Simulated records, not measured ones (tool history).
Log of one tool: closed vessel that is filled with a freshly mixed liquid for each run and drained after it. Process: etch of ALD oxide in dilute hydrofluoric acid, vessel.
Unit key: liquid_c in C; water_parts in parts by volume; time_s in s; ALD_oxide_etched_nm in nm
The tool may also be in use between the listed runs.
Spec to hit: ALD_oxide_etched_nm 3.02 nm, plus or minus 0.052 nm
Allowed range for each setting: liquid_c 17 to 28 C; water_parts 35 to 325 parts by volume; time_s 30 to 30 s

run	day	liquid_c	water_parts	time_s	ALD_oxide_etched_nm
1	0	20	180	30	1.6511
2	0.317	22.5	165	30	2.0193
3	0.379	24.5	155	30	2.3381
4	0.646	25.5	150	30	2.512
5	0.683	25.5	190	30	1.921
6	1.054	26.5	170	30	2.264
7	1.3	27	160	30	2.4752
8	1.658	28	130	30	3.2888
9	1.688	27.5	130	30	3.2273
10	1.967	27	130	30	3.1714
11	2.092	26.5	130	30	3.0985

Which single option among these 4 for the next run brings every result within its allowed miss of target? Just one does.
A	2.217	27	130	30	?
B	2.217	28	140	30	?
C	2.217	26.5	125	30	?
D	2.217	25.5	125	30	?

move	ALD_oxide_etched_nm
A	3.1751
B	3.0219
C	3.2606
D	3.1386
A: its largest miss is bigger than the last run's
B: all results land within tolerance of their targets
C: its largest miss is bigger than the last run's
D: its largest miss is bigger than the last run's
B is the move that brings every result within its allowed miss.
